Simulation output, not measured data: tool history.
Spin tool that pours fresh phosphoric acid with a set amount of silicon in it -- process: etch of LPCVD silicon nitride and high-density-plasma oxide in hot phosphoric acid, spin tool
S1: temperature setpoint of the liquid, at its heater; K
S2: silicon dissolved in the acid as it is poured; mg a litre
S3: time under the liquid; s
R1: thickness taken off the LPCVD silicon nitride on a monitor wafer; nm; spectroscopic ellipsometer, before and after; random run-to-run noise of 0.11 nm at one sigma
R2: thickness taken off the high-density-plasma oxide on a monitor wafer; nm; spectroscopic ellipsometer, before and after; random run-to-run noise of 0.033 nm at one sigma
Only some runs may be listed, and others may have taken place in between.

{"run": 1, "day": 0.0, "S1": 435.15, "S2": 11, "S3": 180, "R1": 16.537, "R2": 0.79666}
{"run": 2, "day": 0.333, "S1": 433.65, "S2": 11, "S3": 180, "R1": 15.626, "R2": 0.68949}
{"run": 3, "day": 0.517, "S1": 433.65, "S2": 11, "S3": 210, "R1": 18.309, "R2": 0.91111}
{"run": 4, "day": 0.854, "S1": 432.65, "S2": 9.5, "S3": 200, "R1": 16.71, "R2": 0.91175}
{"run": 5, "day": 1.079, "S1": 432.65, "S2": 6.5, "S3": 200, "R1": 16.524, "R2": 0.92995}
{"run": 6, "day": 1.379, "S1": 434.65, "S2": 6.5, "S3": 200, "R1": 18.076, "R2": 1.0124}
{"day": 1.688, "done": "thermometer replaced"}
{"run": 7, "day": 1.688, "S1": 433.65, "S2": 7.5, "S3": 195, "R1": 15.792, "R2": 0.72129}
{"run": 8, "day": 1.875, "S1": 432.65, "S2": 7, "S3": 195, "R1": 15.327, "R2": 0.75393}
{"run": 9, "day": 2.167, "S1": 432.15, "S2": 6.5, "S3": 195, "R1": 14.891, "R2": 0.73222}
{"run": 10, "day": 2.454, "S1": 431.65, "S2": 6, "S3": 195, "R1": 14.646, "R2": 0.72581}
{"run": 11, "day": 2.529, "S1": 431.15, "S2": 6, "S3": 195, "R1": 14.439, "R2": 0.67942}
{"run": 12, "day": 2.679, "S1": 431.15, "S2": 5, "S3": 195, "R1": 14.629, "R2": 0.69142}

Predict the results of run 13:
{"run": 13, "day": 2.817, "S1": 431.15, "S2": 5, "S3": 195, "R1": "?", "R2": "?"}

{"run 13": {"R1": 14.462, "R2": 0.59731}}

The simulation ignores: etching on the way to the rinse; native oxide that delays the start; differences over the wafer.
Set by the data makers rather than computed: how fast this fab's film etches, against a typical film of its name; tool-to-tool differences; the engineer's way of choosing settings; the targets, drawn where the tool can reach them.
